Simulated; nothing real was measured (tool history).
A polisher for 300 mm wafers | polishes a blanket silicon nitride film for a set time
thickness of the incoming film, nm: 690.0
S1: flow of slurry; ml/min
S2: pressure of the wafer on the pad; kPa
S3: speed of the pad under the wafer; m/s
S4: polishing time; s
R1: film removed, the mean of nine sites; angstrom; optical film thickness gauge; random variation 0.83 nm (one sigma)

run,hour,S1,S2,S3,S4,R1
1,0.0,295,33.8,1.24,32,728.01
2,3.9,295,39.3,1.24,32,837.24
3,9.4,295,36.5,1.22,32,788.63
4,10.0,295,34.5,1.20,32,721.01
5,17.3,295,33.1,1.20,32,687.50
6,26.2,295,32.4,1.20,32,695.87
7,28.2,295,31.0,1.20,32,657.21

Run 8 comes next. What will it give?
8,30.3,295,30.3,1.20,32,?

Run 8 gave R1 638.22 angstrom.
